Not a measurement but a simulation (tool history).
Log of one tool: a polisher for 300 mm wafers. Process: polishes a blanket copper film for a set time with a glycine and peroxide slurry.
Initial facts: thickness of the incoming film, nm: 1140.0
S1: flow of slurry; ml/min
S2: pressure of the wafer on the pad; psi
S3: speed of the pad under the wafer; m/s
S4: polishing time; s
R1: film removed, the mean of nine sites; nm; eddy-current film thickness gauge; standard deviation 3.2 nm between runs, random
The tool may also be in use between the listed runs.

run 1 hour=0 | S1=130 S2=1.6 S3=1 S4=67 | R1=197.53
run 2 hour=2.7 | S1=130 S2=1.3 S3=1 S4=67 | R1=168.44
run 3 hour=11.3 | S1=135 S2=1.6 S3=1.02 S4=67 | R1=201.57
run 4 hour=19.5 | S1=120 S2=1.6 S3=1.02 S4=67 | R1=195.57
run 5 hour=20 | S1=120 S2=1.6 S3=1.02 S4=67 | R1=196.25
run 6 hour=21 | S1=130 S2=1.9 S3=1.02 S4=67 | R1=226.21
run 7 hour=24.1 | S1=135 S2=2.1 S3=1.06 S4=67 | R1=252.53
run 8 hour=31.2 | S1=140 S2=2.2 S3=1.1 S4=67 | R1=269.7
run 9 hour=39.8 | S1=145 S2=2.3 S3=1.14 S4=67 | R1=288.16

Forecast run 10:
run 10 hour=44.4 | S1=145 S2=2.4 S3=1.18 S4=67 | R1=?

R1: 309.24 nm
